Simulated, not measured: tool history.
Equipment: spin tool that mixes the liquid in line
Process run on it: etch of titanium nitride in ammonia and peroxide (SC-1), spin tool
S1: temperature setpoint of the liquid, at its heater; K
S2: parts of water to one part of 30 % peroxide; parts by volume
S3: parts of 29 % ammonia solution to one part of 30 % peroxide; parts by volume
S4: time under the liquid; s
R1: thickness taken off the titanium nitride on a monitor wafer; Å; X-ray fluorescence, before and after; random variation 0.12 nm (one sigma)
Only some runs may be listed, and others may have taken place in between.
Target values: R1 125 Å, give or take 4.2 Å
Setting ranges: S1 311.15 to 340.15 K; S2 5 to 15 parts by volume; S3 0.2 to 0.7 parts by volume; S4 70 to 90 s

Run 1, day 0: S1 324.15 K, S2 8.5 parts by volume, S3 0.4 parts by volume, S4 90 s. Result: R1 55.933 Å.
Run 2, day 0.133: S1 324.15 K, S2 11.5 parts by volume, S3 0.4 parts by volume, S4 90 s. Result: R1 47.904 Å.
Run 3, day 0.392: S1 328.15 K, S2 11.5 parts by volume, S3 0.4 parts by volume, S4 90 s. Result: R1 63.974 Å.
Run 4, day 0.612: S1 328.15 K, S2 11.5 parts by volume, S3 0.4 parts by volume, S4 90 s. Result: R1 62.182 Å.
Run 5, day 0.862: S1 331.15 K, S2 11.5 parts by volume, S3 0.4 parts by volume, S4 90 s. Result: R1 77.932 Å.
Run 6, day 1.142: S1 327.65 K, S2 11.5 parts by volume, S3 0.4 parts by volume, S4 90 s. Result: R1 60.894 Å.
Run 7, day 1.429: S1 335.65 K, S2 11.5 parts by volume, S3 0.4 parts by volume, S4 90 s. Result: R1 104.27 Å.
At day 1.733: heated supply line repaired.
Run 8, day 1.733: S1 338.65 K, S2 11.5 parts by volume, S3 0.4 parts by volume, S4 90 s. Result: R1 155.78 Å.
Run 9, day 1.862: S1 338.15 K, S2 11.5 parts by volume, S3 0.4 parts by volume, S4 90 s. Result: R1 149.74 Å.

5 next moves are on the table. One of them brings every result within its allowed miss. Which?
Run A, day 1.992: S1 340.15 K, S2 11 parts by volume, S3 0.4 parts by volume, S4 90 s. Result: R1 ?.
Run B, day 1.992: S1 335.15 K, S2 9 parts by volume, S3 0.4 parts by volume, S4 70 s. Result: R1 ?.
Run C, day 1.992: S1 337.15 K, S2 11 parts by volume, S3 0.45 parts by volume, S4 75 s. Result: R1 ?.
Run D, day 1.992: S1 338.65 K, S2 10.5 parts by volume, S3 0.45 parts by volume, S4 90 s. Result: R1 ?.
Run E, day 1.992: S1 336.65 K, S2 9.5 parts by volume, S3 0.5 parts by volume, S4 90 s. Result: R1 ?.

move      R1
   A  177.65
   B   111.6
   C     125
   D  169.15
   E   159.8
A: moves away from the targets compared with the last run
B: carries the result that was furthest off beyond its target, to the other side
C: every result within its allowed miss
D: moves away from the targets compared with the last run
E: moves away from the targets compared with the last run
C meets every target.
